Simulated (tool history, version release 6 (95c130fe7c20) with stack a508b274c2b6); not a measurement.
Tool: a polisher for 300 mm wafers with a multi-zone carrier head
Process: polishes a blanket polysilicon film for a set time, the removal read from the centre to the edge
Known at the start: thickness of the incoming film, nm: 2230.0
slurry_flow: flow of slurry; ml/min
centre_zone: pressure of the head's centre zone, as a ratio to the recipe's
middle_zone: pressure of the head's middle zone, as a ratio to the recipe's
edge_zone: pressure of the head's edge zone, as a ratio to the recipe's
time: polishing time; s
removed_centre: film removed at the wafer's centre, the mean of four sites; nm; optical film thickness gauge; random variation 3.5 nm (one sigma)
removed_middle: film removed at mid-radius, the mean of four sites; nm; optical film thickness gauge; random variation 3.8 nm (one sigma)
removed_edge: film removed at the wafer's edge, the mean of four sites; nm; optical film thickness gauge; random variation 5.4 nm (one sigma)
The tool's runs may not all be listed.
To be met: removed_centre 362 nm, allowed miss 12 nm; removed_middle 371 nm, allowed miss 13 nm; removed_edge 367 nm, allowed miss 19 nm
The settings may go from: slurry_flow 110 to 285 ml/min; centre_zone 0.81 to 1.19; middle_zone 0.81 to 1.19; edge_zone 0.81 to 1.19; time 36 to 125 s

run 1 hour=0 | slurry_flow=180 centre_zone=1 middle_zone=1 edge_zone=1 time=80 | removed_centre=567.76 removed_middle=572 removed_edge=569.96
run 2 hour=1.6 | slurry_flow=210 centre_zone=1 middle_zone=1 edge_zone=1 time=80 | removed_centre=592.08 removed_middle=594.46 removed_edge=573.62
run 3 hour=8.7 | slurry_flow=210 centre_zone=0.97 middle_zone=0.97 edge_zone=0.97 time=72 | removed_centre=509.2 removed_middle=515.23 removed_edge=498.97
run 4 hour=14.4 | slurry_flow=210 centre_zone=0.94 middle_zone=0.94 edge_zone=0.94 time=68 | removed_centre=471.14 removed_middle=479.26 removed_edge=465.43
run 5 hour=15.3 | slurry_flow=190 centre_zone=0.94 middle_zone=0.94 edge_zone=0.94 time=68 | removed_centre=461.98 removed_middle=474.72 removed_edge=459.57
run 6 hour=22.3 | slurry_flow=190 centre_zone=0.94 middle_zone=0.94 edge_zone=0.91 time=68 | removed_centre=457.12 removed_middle=473.79 removed_edge=464.01
run 7 hour=24.8 | slurry_flow=195 centre_zone=0.92 middle_zone=0.92 edge_zone=0.91 time=64 | removed_centre=421.31 removed_middle=439.99 removed_edge=430.49
run 8 hour=33 | slurry_flow=200 centre_zone=0.91 middle_zone=0.9 edge_zone=0.89 time=62 | removed_centre=413.86 removed_middle=408.6 removed_edge=419.78
run 9 hour=39.1 | slurry_flow=200 centre_zone=0.91 middle_zone=0.9 edge_zone=0.87 time=60 | removed_centre=394.77 removed_middle=408.19 removed_edge=407.64
run 10 hour=40 | slurry_flow=200 centre_zone=0.92 middle_zone=0.9 edge_zone=0.86 time=58 | removed_centre=382.69 removed_middle=396.4 removed_edge=392.65

5 next moves are on the table. One of them brings every result within its allowed miss. Which?
run A hour=40.9 | slurry_flow=195 centre_zone=0.87 middle_zone=0.87 edge_zone=0.87 time=65 | removed_centre=? removed_middle=? removed_edge=?
run B hour=40.9 | slurry_flow=180 centre_zone=0.87 middle_zone=0.9 edge_zone=0.86 time=65 | removed_centre=? removed_middle=? removed_edge=?
run C hour=40.9 | slurry_flow=175 centre_zone=0.9 middle_zone=0.89 edge_zone=0.81 time=57 | removed_centre=? removed_middle=? removed_edge=?
run D hour=40.9 | slurry_flow=190 centre_zone=0.88 middle_zone=0.85 edge_zone=0.92 time=66 | removed_centre=? removed_middle=? removed_edge=?
run E hour=40.9 | slurry_flow=115 centre_zone=0.81 middle_zone=0.95 edge_zone=0.91 time=69 | removed_centre=? removed_middle=? removed_edge=?

move=A removed_centre=405.41 removed_middle=418.61 removed_edge=428.97
move=B removed_centre=399.82 removed_middle=425.13 removed_edge=423.03
move=C removed_centre=360.88 removed_middle=367.6 removed_edge=361.81
move=D removed_centre=414.52 removed_middle=415.29 removed_edge=443.64
move=E removed_centre=355.43 removed_middle=430.12 removed_edge=428.93
A: further off than the last run
B: further off than the last run
C: meets every target
D: further off than the last run
E: further off than the last run
Move C is the one to make.

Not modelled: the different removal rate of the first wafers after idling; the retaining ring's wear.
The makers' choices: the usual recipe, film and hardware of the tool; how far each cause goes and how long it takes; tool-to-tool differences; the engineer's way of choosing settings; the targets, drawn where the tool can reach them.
